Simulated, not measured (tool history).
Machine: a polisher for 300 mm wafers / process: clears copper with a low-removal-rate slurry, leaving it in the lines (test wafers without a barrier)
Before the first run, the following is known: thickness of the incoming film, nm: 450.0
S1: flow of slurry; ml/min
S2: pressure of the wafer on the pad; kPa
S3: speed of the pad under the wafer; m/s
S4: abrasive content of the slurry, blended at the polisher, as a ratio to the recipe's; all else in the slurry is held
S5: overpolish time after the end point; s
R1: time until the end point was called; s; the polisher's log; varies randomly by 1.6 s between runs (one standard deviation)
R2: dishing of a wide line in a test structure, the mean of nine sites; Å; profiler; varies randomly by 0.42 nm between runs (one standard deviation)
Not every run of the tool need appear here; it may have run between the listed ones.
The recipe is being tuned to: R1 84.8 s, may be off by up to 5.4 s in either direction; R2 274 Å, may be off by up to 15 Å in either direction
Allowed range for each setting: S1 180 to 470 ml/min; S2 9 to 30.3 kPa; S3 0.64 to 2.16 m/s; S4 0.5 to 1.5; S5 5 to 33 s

run 1 day=0 | S1=300 S2=19.3 S3=1.4 S4=1 S5=17 | R1=136.06 R2=343.84
run 2 day=0.229 | S1=300 S2=20 S3=1.42 S4=1 S5=16 | R1=131.68 R2=331.38
run 3 day=0.417 | S1=300 S2=20.7 S3=1.42 S4=1 S5=15 | R1=128.51 R2=323.95
run 4 day=0.662 | S1=230 S2=20.7 S3=1.42 S4=1 S5=15 | R1=132.1 R2=312.33
run 5 day=0.992 | S1=200 S2=20.7 S3=1.42 S4=1 S5=15 | R1=131.37 R2=305.01
run 6 day=1.129 | S1=200 S2=23.4 S3=1.42 S4=1 S5=15 | R1=121.39 R2=336.26
run 7 day=1.358 | S1=200 S2=24.1 S3=1.46 S4=1 S5=14 | R1=117.9 R2=333.96
run 8 day=1.529 | S1=200 S2=24.1 S3=1.52 S4=1 S5=13 | R1=112.52 R2=331.91
run 9 day=1.562 | S1=200 S2=24.1 S3=1.56 S4=1.05 S5=12 | R1=109.21 R2=314.26
run 10 day=1.904 | S1=200 S2=24.8 S3=1.58 S4=1.05 S5=11 | R1=102.08 R2=305.96
run 11 day=2.233 | S1=205 S2=24.8 S3=1.58 S4=1.05 S5=11 | R1=100.06 R2=298.42
run 12 day=2.404 | S1=210 S2=24.8 S3=1.58 S4=1.05 S5=11 | R1=102.21 R2=305.77
run 13 day=2.588 | S1=215 S2=24.8 S3=1.58 S4=1.05 S5=11 | R1=100.7 R2=303.76
run 14 day=2.817 | S1=220 S2=24.8 S3=1.58 S4=1.05 S5=11 | R1=101.45 R2=295.75
run 15 day=2.921 | S1=225 S2=28.3 S3=1.62 S4=1.05 S5=5 | R1=89.937 R2=170.55
run 16 day=3.288 | S1=220 S2=27.6 S3=1.66 S4=1.05 S5=5 | R1=93.011 R2=170.24

Of the 4 settings listed for the next run, only one would bring every result within its allowed miss of target. Which one?
run A day=3.654 | S1=215 S2=25.5 S3=1.66 S4=1.1 S5=13 | R1=? R2=?
run B day=3.654 | S1=205 S2=28.3 S3=1.82 S4=0.85 S5=8 | R1=? R2=?
run C day=3.654 | S1=195 S2=30.3 S3=1.64 S4=1 S5=7 | R1=? R2=?
run D day=3.654 | S1=200 S2=29 S3=1.5 S4=0.95 S5=11 | R1=? R2=?

move=A R1=93.958 R2=368.49
move=B R1=84.836 R2=272.08
move=C R1=86.017 R2=240.59
move=D R1=98.196 R2=313.65
A: takes the biggest miss from the last run beyond its target
B: in spec on every target
C: closer than the last run, but not yet in spec
D: takes the biggest miss from the last run beyond its target
Go with B: it meets all targets.

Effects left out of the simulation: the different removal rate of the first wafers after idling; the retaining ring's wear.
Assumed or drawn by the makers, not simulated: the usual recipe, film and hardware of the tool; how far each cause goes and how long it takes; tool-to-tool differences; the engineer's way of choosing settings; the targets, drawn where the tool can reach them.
